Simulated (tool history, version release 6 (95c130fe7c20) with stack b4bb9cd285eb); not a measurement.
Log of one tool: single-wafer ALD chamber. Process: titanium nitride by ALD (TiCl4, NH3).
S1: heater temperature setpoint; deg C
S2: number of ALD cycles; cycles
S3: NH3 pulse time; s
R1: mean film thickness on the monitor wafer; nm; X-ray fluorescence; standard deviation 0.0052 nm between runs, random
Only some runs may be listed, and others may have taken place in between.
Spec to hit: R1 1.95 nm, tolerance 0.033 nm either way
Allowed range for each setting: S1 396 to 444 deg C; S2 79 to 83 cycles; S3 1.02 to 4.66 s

run  hour   S1  S2    S3      R1
  1     0  420  83  2.84  2.0937
  2   3.8  420  83  3.26  2.1032
  3    11  425  83  3.26   2.101
  4  18.8  425  83   2.9  2.1008
  5  26.6  425  83  3.34   2.095
  6    30  425  83  2.78  2.0904
  7  36.3  425  83  2.78  2.0892
  8  40.4  430  82  2.29  2.0655
  9    47  430  82  2.29  2.0588
 10  52.7  434  81  1.94  2.0139

Next run, 4 choices. One meets every target within its allowed miss, the rest don't. Which?
  A  58.4  436  83  1.44   ?
  B  58.4  426  79  1.21   ?
  C  58.4  437  80  1.84   ?
  D  58.4  429  81  2.18   ?

move      R1
   A  2.0559
   B  1.9389
   C   1.996
   D  2.0297
A: its largest miss is bigger than the last run's
B: each result inside its tolerance
C: closer than the last run, but not yet in spec
D: its largest miss is bigger than the last run's
So the answer is move B, the one that meets all the targets.

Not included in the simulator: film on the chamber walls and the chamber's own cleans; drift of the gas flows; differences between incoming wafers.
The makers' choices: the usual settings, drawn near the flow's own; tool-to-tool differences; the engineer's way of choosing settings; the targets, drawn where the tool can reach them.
